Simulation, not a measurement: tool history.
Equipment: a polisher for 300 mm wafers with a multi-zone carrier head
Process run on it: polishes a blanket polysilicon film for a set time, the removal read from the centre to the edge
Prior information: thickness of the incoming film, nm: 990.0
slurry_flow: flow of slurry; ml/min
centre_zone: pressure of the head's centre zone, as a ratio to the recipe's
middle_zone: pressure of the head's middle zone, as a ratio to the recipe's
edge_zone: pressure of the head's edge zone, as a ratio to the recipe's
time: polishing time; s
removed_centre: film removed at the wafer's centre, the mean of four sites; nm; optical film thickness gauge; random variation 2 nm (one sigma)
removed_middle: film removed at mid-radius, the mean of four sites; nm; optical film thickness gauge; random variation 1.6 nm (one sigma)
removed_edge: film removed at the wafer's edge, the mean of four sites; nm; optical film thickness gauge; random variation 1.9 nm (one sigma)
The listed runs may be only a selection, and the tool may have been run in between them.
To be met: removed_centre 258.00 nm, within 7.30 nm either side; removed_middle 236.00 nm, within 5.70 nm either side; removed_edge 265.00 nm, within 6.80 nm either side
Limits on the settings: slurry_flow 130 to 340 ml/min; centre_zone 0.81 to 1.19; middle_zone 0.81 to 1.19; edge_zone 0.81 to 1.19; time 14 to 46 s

run	hour	slurry_flow	centre_zone	middle_zone	edge_zone	time	removed_centre	removed_middle	removed_edge
1	0.0	220	1.00	1.00	1.00	30	296.26	293.12	297.42
2	5.5	220	1.00	0.93	1.00	30	296.40	274.91	300.03
3	14.4	205	0.98	0.90	0.95	30	286.34	268.26	290.73
4	15.9	190	0.97	0.87	0.93	30	277.86	258.91	282.29
5	24.1	190	0.97	0.87	0.89	30	280.10	257.81	278.37
6	29.5	180	0.96	0.85	0.88	30	278.28	252.25	276.43
7	38.4	170	0.95	0.84	0.87	30	267.08	245.74	272.58
8	39.7	160	0.95	0.84	0.86	30	261.23	242.09	269.46

Next run, 5 choices. One meets every target within its allowed miss, the rest don't. Which?
A	41.0	220	0.94	0.84	0.94	29	?	?	?
B	41.0	170	0.93	0.81	0.84	30	?	?	?
C	41.0	165	0.92	0.89	0.85	30	?	?	?
D	41.0	140	1.01	0.88	0.84	29	?	?	?
E	41.0	130	0.97	0.90	0.87	32	?	?	?

move	removed_centre	removed_middle	removed_edge
A	266.22	246.91	281.78
B	259.40	237.43	268.27
C	255.01	255.01	268.24
D	259.64	235.20	251.20
E	269.06	259.36	277.68
A: its largest miss is bigger than the last run's
B: meets every target
C: its largest miss is bigger than the last run's
D: brings the result that was furthest off to its target, and leaves another outside
E: its largest miss is bigger than the last run's
B meets every target.
